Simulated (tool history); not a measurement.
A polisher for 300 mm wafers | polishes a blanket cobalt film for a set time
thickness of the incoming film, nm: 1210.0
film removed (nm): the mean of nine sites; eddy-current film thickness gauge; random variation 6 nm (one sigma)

| run | hour | flow of slurry (ml/min) | pressure of the wafer on the pad (psi) | speed of the pad under the wafer (cm/s) | polishing time (s) | film removed (nm) |
|---|---|---|---|---|---|---|
| 1 | 0 | 165 | 1.2 | 118 | 117 | 391.61 |
| 2 | 3.2 | 165 | 1.2 | 98 | 117 | 331.81 |
| 3 | 7.6 | 165 | 1.2 | 70 | 117 | 245.51 |
| 4 | 14.6 | 165 | 1.4 | 70 | 117 | 284.19 |
| 5 | 17.6 | 165 | 1.2 | 70 | 117 | 247.03 |
| 6 | 20.6 | 170 | 1.4 | 82 | 117 | 329.19 |
| 7 | 25.4 | 185 | 1.5 | 88 | 117 | 373.43 |

Run 8 comes next. What will it give?
| 8 | 30.2 | 185 | 1.6 | 94 | 117 | ? |

{"run 8": {"film removed (nm)": 421.02}}

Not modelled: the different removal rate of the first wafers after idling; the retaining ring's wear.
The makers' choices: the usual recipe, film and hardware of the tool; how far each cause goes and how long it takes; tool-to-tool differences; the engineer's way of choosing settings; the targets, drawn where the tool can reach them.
